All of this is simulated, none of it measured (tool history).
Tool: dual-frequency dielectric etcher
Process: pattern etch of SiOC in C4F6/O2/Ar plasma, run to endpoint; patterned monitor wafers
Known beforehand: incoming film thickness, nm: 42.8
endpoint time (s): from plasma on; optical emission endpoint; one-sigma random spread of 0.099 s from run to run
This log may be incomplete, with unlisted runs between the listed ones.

{"run": 1, "hour": 0.0, "bias power (W)": 507, "source power (W)": 260, "endpoint time (s)": 14.197}
{"run": 2, "hour": 1.2, "bias power (W)": 507, "source power (W)": 240, "endpoint time (s)": 14.912}
{"run": 3, "hour": 4.1, "bias power (W)": 582, "source power (W)": 240, "endpoint time (s)": 13.91}
{"run": 4, "hour": 10.7, "bias power (W)": 637, "source power (W)": 240, "endpoint time (s)": 13.512}
{"run": 5, "hour": 14.0, "bias power (W)": 637, "source power (W)": 220, "endpoint time (s)": 14.101}
{"run": 6, "hour": 17.4, "bias power (W)": 637, "source power (W)": 260, "endpoint time (s)": 13.006}
{"run": 7, "hour": 19.4, "bias power (W)": 544, "source power (W)": 240, "endpoint time (s)": 14.268}
{"run": 8, "hour": 20.1, "bias power (W)": 477, "source power (W)": 220, "endpoint time (s)": 15.67}
{"run": 9, "hour": 24.5, "bias power (W)": 477, "source power (W)": 220, "endpoint time (s)": 15.861}
{"run": 10, "hour": 26.6, "bias power (W)": 434, "source power (W)": 220, "endpoint time (s)": 16.39}

The next listed run, before its measurement:
{"run": 11, "hour": 31.9, "bias power (W)": 332, "source power (W)": 210, "endpoint time (s)": "?"}

Logged for run 11: endpoint time (s) 18.562.
